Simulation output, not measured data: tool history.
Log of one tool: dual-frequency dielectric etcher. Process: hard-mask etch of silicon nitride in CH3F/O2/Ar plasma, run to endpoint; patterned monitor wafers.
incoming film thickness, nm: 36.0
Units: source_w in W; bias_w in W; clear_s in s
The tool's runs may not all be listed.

run,hour,source_w,bias_w,clear_s
1,0,430,97,46.409
2,2,430,84,50.63
3,5.8,420,84,50.867
4,14.4,420,72,55.241
5,18.4,420,60,61.414
6,24.1,380,60,63.561
# hour 32.9: source power generator calibrated
7,32.9,380,60,63.611
8,33.8,430,61,60.074
9,40.2,430,61,60.179
10,47.9,470,62,57.649
11,50.7,500,63,55.8
12,51.4,520,63,54.664

The next listed run, before its measurement:
13,52.1,530,63,?

Run 13 gave clear_s 54.783 s.

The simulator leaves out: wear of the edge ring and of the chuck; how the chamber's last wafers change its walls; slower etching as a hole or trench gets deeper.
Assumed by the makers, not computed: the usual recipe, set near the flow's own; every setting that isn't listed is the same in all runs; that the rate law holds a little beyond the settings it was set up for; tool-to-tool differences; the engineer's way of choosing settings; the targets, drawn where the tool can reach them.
